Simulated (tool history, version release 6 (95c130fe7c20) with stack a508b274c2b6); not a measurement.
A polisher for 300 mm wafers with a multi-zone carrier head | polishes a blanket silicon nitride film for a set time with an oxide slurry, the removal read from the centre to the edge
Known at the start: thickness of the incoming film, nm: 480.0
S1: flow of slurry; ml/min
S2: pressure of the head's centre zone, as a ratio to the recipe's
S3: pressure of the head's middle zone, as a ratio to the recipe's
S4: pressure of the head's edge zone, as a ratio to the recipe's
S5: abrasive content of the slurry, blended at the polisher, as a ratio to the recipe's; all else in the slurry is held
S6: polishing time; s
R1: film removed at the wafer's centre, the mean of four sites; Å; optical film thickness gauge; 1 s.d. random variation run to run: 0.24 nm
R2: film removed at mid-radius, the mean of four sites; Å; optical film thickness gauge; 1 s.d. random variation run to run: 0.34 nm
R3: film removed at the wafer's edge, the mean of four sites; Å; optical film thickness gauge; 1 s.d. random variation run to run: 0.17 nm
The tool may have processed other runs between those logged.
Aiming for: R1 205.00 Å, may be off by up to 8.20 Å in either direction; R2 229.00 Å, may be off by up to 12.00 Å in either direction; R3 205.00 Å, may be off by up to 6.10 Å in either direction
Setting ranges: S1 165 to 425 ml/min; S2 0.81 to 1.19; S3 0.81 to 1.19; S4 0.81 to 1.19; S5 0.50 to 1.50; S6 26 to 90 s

run	hour	S1	S2	S3	S4	S5	S6	R1	R2	R3
1	0.0	275	1.00	1.00	1.00	1.00	58	259.40	265.21	263.70
2	7.7	245	1.00	1.00	1.00	1.00	58	258.31	252.54	266.90
3	12.5	260	0.99	1.00	0.98	0.90	58	241.58	246.43	251.98
4	15.2	260	0.99	1.00	0.98	1.05	58	263.59	261.62	262.11
5	22.0	260	0.99	1.00	1.06	1.05	58	260.12	268.78	273.87
6	24.6	260	0.95	1.00	1.06	1.05	58	246.27	262.22	274.22
7	27.9	265	0.96	1.07	0.96	0.80	57	225.34	249.05	235.42
8	36.2	270	0.96	1.07	0.94	0.75	57	223.08	243.26	228.44
9	41.5	275	0.95	1.07	0.92	0.70	57	214.51	236.10	217.70
10	44.3	275	0.95	1.07	0.92	0.70	57	214.90	245.10	219.29
11	52.7	270	0.95	1.06	0.91	0.70	57	218.25	234.02	221.09

Consider the 5 candidate settings below. Which is the only one whose results all fall within their allowed miss of target?
A	61.1	350	1.02	1.16	1.02	0.50	56	?	?	?
B	61.1	275	0.99	0.91	0.92	0.75	62	?	?	?
C	61.1	260	0.93	1.04	0.90	0.60	62	?	?	?
D	61.1	310	0.96	0.87	0.85	0.60	64	?	?	?
E	61.1	210	1.07	1.07	0.87	0.65	63	?	?	?

move	R1	R2	R3
A	207.32	236.61	207.24
B	249.58	240.03	247.94
C	215.50	246.99	225.61
D	234.07	223.55	230.61
E	251.84	257.29	227.43
A: all results land within tolerance of their targets
B: moves away from the targets compared with the last run
C: moves away from the targets compared with the last run
D: moves away from the targets compared with the last run
E: moves away from the targets compared with the last run
A meets every target.
